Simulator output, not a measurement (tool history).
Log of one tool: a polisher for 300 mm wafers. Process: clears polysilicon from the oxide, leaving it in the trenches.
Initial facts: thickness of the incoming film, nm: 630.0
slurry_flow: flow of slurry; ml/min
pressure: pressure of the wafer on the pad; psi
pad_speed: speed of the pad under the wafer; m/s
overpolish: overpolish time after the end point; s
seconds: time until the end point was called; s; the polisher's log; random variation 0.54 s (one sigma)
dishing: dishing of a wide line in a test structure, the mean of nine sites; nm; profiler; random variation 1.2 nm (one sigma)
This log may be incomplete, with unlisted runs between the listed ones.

run	hour	slurry_flow	pressure	pad_speed	overpolish	seconds	dishing
1	0	230	2.9	0.98	18	42.646	61.583
2	6	230	3.5	0.98	18	38.225	64.298
3	10.8	230	3.5	0.98	13	37.799	62.113
4	13	230	3.5	0.88	13	42.508	58.271
5	15	240	3.7	0.88	11	42.151	58.375
6	16.9	240	3.3	0.88	11	44.293	58.639
7	22	225	3.5	0.9	10	40.981	59.472
8	26.5	250	3.7	0.92	9	39.266	53.772

Estimate the outcome of run 9 from the log above:
9	32.8	250	3.8	0.92	9	?	?

seconds: 38.464 s
dishing: 55.949 nm
